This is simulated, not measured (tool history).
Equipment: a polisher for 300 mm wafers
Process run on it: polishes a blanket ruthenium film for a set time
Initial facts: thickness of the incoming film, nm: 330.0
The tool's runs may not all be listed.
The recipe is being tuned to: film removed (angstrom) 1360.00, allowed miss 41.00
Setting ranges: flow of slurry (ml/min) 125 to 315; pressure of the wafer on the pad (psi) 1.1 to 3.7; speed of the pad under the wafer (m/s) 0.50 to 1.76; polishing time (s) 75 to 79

run,hour,flow of slurry (ml/min),pressure of the wafer on the pad (psi),speed of the pad under the wafer (m/s),polishing time (s),film removed (angstrom)
1,0.0,205,2.4,1.12,75,1051.70
2,1.9,205,1.9,1.12,75,837.02
3,8.8,205,1.9,0.96,75,726.50
4,9.9,205,2.1,0.96,75,796.97
5,10.6,205,2.2,0.96,75,825.14
6,17.2,205,2.2,0.96,75,827.50
7,22.2,205,2.3,0.96,75,872.87
8,30.2,205,2.4,0.96,75,899.73
9,34.4,205,2.5,0.96,75,928.09
10,35.2,205,2.6,0.96,75,971.67
11,43.9,205,2.7,0.96,75,1013.60
12,45.4,220,3.3,0.98,75,1272.60
13,47.4,220,3.4,0.98,75,1327.00

Consider the 5 candidate settings below. Which is the only one whose results all fall within their allowed miss of target?
A,49.4,215,3.3,1.00,78,?
B,49.4,205,3.3,0.94,79,?
C,49.4,225,3.0,1.02,79,?
D,49.4,200,3.2,1.02,76,?
E,49.4,230,3.3,0.98,75,?

move,film removed (angstrom)
A,1341.10
B,1273.70
C,1267.00
D,1283.50
E,1272.90
A: hits every target within its allowed miss
B: misses by more than the last run did
C: misses by more than the last run did
D: misses by more than the last run did
E: misses by more than the last run did
Answer: A
